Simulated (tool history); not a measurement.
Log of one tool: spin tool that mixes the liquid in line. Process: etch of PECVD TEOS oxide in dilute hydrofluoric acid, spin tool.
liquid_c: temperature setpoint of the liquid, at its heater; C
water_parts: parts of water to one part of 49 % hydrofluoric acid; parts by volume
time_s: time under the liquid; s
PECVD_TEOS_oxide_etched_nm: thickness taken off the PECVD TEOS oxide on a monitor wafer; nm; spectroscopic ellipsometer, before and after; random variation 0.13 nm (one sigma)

Run 1, hour 0.0: liquid_c 22.0 C, water_parts 140 parts by volume, time_s 75 s. Result: PECVD_TEOS_oxide_etched_nm 7.5581 nm.
Run 2, hour 6.5: liquid_c 22.0 C, water_parts 105 parts by volume, time_s 75 s. Result: PECVD_TEOS_oxide_etched_nm 10.3890 nm.
Run 3, hour 15.0: liquid_c 24.0 C, water_parts 100 parts by volume, time_s 75 s. Result: PECVD_TEOS_oxide_etched_nm 12.0340 nm.
Run 4, hour 21.9: liquid_c 24.0 C, water_parts 150 parts by volume, time_s 75 s. Result: PECVD_TEOS_oxide_etched_nm 7.4711 nm.
Run 5, hour 26.0: liquid_c 25.5 C, water_parts 135 parts by volume, time_s 75 s. Result: PECVD_TEOS_oxide_etched_nm 9.0558 nm.
Run 6, hour 34.3: liquid_c 25.5 C, water_parts 160 parts by volume, time_s 75 s. Result: PECVD_TEOS_oxide_etched_nm 7.2990 nm.
Run 7, hour 41.8: liquid_c 25.5 C, water_parts 160 parts by volume, time_s 75 s. Result: PECVD_TEOS_oxide_etched_nm 7.3389 nm.
Run 8, hour 49.8: liquid_c 29.5 C, water_parts 105 parts by volume, time_s 75 s. Result: PECVD_TEOS_oxide_etched_nm 13.9500 nm.

The next listed run, before its measurement:
Run 9, hour 52.0: liquid_c 29.5 C, water_parts 100 parts by volume, time_s 75 s. Result: PECVD_TEOS_oxide_etched_nm ?.

{"run 9": {"PECVD_TEOS_oxide_etched_nm": 15.024}}
